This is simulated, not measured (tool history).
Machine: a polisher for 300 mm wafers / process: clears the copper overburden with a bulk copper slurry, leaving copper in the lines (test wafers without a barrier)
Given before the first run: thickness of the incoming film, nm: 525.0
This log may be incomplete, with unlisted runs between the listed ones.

| run | hour | flow of slurry (ml/min) | pressure of the wafer on the pad (psi) | speed of the pad under the wafer (cm/s) | abrasive content of the slurry | overpolish time after the end point (s) | time until the end point was called (s) | dishing of a wide line in a test structure (Å) |
|---|---|---|---|---|---|---|---|---|
| 1 | 0.0 | 285 | 2.2 | 102 | 1.00 | 9 | 76.415 | 409.41 |
| 2 | 4.7 | 240 | 2.2 | 102 | 1.00 | 9 | 78.185 | 412.43 |
| 3 | 8.9 | 270 | 2.2 | 102 | 1.00 | 9 | 74.728 | 408.25 |
| 4 | 12.9 | 285 | 2.4 | 102 | 1.00 | 8 | 72.031 | 382.62 |
| 5 | 13.8 | 285 | 2.4 | 82 | 1.00 | 8 | 89.762 | 329.46 |
| 6 | 17.2 | 285 | 2.4 | 82 | 0.90 | 8 | 92.843 | 322.93 |
| 7 | 19.9 | 300 | 3.0 | 94 | 1.00 | 4 | 67.802 | 234.07 |
| 8 | 22.9 | 300 | 3.0 | 100 | 1.00 | 4 | 62.894 | 246.99 |
| 9 | 30.2 | 300 | 3.0 | 104 | 1.00 | 4 | 57.681 | 255.68 |
| 10 | 33.0 | 300 | 3.0 | 106 | 1.00 | 4 | 57.663 | 261.78 |
| 11 | 36.2 | 300 | 3.0 | 106 | 1.00 | 4 | 61.754 | 256.58 |
| 12 | 43.5 | 300 | 3.0 | 112 | 1.00 | 4 | 55.898 | 265.20 |
| 13 | 50.4 | 300 | 3.0 | 114 | 1.00 | 4 | 53.733 | 267.71 |

Forecast run 14:
| 14 | 51.0 | 305 | 3.0 | 116 | 1.05 | 5 | ? | ? |

time until the end point was called (s): 53.803
dishing of a wide line in a test structure (Å): 346.31
